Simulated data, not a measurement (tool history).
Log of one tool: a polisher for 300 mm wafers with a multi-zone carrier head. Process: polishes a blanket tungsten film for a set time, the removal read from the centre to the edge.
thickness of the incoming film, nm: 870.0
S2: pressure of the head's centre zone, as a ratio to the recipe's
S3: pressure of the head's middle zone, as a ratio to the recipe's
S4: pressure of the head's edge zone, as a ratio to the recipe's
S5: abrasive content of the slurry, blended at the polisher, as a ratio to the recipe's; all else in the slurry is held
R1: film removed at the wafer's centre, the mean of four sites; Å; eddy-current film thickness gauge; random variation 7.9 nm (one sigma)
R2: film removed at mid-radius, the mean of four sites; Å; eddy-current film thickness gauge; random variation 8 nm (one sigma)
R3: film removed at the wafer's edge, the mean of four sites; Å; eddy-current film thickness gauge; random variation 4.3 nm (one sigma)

{"run": 1, "hour": 0.0, "flow of slurry (ml/min)": 290, "S2": 1.0, "S3": 1.0, "S4": 1.0, "S5": 1.0, "polishing time (s)": 68, "R1": 3418.3, "R2": 3313.0, "R3": 3435.8}
{"run": 2, "hour": 2.1, "flow of slurry (ml/min)": 290, "S2": 1.0, "S3": 1.0, "S4": 1.0, "S5": 1.1, "polishing time (s)": 68, "R1": 3543.6, "R2": 3427.1, "R3": 3506.7}
{"run": 3, "hour": 4.2, "flow of slurry (ml/min)": 290, "S2": 1.0, "S3": 1.0, "S4": 1.0, "S5": 1.1, "polishing time (s)": 56, "R1": 2854.7, "R2": 2807.2, "R3": 2870.0}
{"run": 4, "hour": 5.9, "flow of slurry (ml/min)": 295, "S2": 1.01, "S3": 1.02, "S4": 1.02, "S5": 1.15, "polishing time (s)": 61, "R1": 3221.9, "R2": 3105.2, "R3": 3206.1}
{"run": 5, "hour": 8.4, "flow of slurry (ml/min)": 300, "S2": 1.01, "S3": 1.04, "S4": 1.02, "S5": 1.2, "polishing time (s)": 65, "R1": 3429.6, "R2": 3469.5, "R3": 3456.9}
{"hour": 10.9, "done": "centre zone pressure recalibrated"}
{"run": 6, "hour": 10.9, "flow of slurry (ml/min)": 300, "S2": 1.01, "S3": 1.04, "S4": 1.02, "S5": 1.3, "polishing time (s)": 65, "R1": 3417.4, "R2": 3451.7, "R3": 3516.5}
{"run": 7, "hour": 18.8, "flow of slurry (ml/min)": 305, "S2": 1.03, "S3": 1.06, "S4": 1.03, "S5": 1.35, "polishing time (s)": 68, "R1": 3619.1, "R2": 3719.2, "R3": 3762.2}
{"run": 8, "hour": 21.4, "flow of slurry (ml/min)": 310, "S2": 1.05, "S3": 1.07, "S4": 1.03, "S5": 1.35, "polishing time (s)": 71, "R1": 3871.7, "R2": 3953.1, "R3": 3854.5}

Run 9 comes next. What will it give?
{"run": 9, "hour": 23.9, "flow of slurry (ml/min)": 310, "S2": 1.06, "S3": 1.08, "S4": 1.04, "S5": 1.35, "polishing time (s)": 74, "R1": "?", "R2": "?", "R3": "?"}

{"run 9": {"R1": 4024.1, "R2": 4017.8, "R3": 4095.8}}
